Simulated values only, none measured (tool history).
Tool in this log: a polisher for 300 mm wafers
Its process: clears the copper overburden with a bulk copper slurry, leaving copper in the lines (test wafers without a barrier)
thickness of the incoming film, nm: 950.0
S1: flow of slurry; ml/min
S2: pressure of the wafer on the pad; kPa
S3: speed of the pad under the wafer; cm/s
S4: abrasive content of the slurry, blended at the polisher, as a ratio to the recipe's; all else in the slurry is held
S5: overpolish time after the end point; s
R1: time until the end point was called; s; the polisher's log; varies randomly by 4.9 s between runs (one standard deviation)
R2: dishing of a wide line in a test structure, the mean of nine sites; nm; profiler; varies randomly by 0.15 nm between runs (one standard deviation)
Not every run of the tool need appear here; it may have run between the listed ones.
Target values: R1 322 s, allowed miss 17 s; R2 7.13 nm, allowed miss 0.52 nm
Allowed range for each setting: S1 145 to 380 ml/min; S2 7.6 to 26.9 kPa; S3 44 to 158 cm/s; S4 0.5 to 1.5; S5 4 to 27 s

run  hour   S1    S2   S3    S4  S5      R1      R2
  1     0  245  17.2  100     1  14  92.991  49.301
  2   6.2  220  15.2   86   0.9  12  129.45  36.986
  3  11.8  200  13.1   76   0.8  10  175.36  26.158
  4  17.7  200    11   76   0.8  10  208.77  22.685
  5  24.5  155    11   76   0.8  10  209.86  22.085
  6  33.4  155  10.3   72  0.75   9  240.43  18.547
  7  37.4  155   9.7   70   0.7   8  267.52   15.58
  8  44.2  155     9   70  0.65   7  302.02  12.336
  9  45.9  155     9   74   0.6   6  294.45  11.243
 10  51.7  155     9   76   0.6   6  287.45  11.808
 11    59  150   8.3   78  0.55   5  321.09  9.3679
 12  59.7  150   8.3   78  0.55   5  309.58  9.2334
 13  63.4  150   7.6   72  0.55   4  358.74  6.3672
 14  68.2  165     9   72  0.65   4  283.96  7.9907

Next run, 5 choices. One meets every target within its allowed miss, the rest don't. Which?
  A    73  145    9  64   0.7   4   ?   ?
  B    73  200  8.3  60  0.95   5   ?   ?
  C    73  190  7.6  78   0.5   5   ?   ?
  D    73  165    9  66   0.6   6   ?   ?
  E    73  230  8.3  94  0.55   4   ?   ?

move      R1      R2
   A  321.15  7.1992
   B  317.91  8.9066
   C   328.2  8.6305
   D  318.16  10.519
   E  238.17  9.4535
A: every result lands within tolerance
B: brings the result that was furthest off to its target, and leaves another outside
C: brings the result that was furthest off to its target, and leaves another outside
D: brings the result that was furthest off to its target, and leaves another outside
E: moves away from the targets compared with the last run
Go with A: it meets all targets.
